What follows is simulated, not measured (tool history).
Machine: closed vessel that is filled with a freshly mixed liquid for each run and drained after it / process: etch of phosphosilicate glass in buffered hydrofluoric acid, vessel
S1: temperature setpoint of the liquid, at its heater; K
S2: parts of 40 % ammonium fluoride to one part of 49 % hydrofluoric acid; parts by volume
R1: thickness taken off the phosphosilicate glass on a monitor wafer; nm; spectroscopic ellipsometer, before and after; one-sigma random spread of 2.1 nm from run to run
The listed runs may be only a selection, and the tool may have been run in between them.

run 1 hour=0 | S1=298.15 S2=8.5 time_in_the_liquid_(s)=95 | R1=516.45
run 2 hour=7.6 | S1=298.15 S2=8.5 time_in_the_liquid_(s)=95 | R1=514.07
run 3 hour=15.5 | S1=298.15 S2=8.5 time_in_the_liquid_(s)=100 | R1=547.99
run 4 hour=18.2 | S1=297.65 S2=8.5 time_in_the_liquid_(s)=100 | R1=533.07
run 5 hour=24.8 | S1=297.65 S2=8.5 time_in_the_liquid_(s)=100 | R1=529.29
run 6 hour=32.5 | S1=296.15 S2=8.5 time_in_the_liquid_(s)=100 | R1=487.3
run 7 hour=38.2 | S1=295.65 S2=8.5 time_in_the_liquid_(s)=100 | R1=473.64

What will run 8 give?
run 8 hour=44.6 | S1=295.65 S2=8.5 time_in_the_liquid_(s)=100 | R1=?

Logged for run 8: R1 479.99 nm.
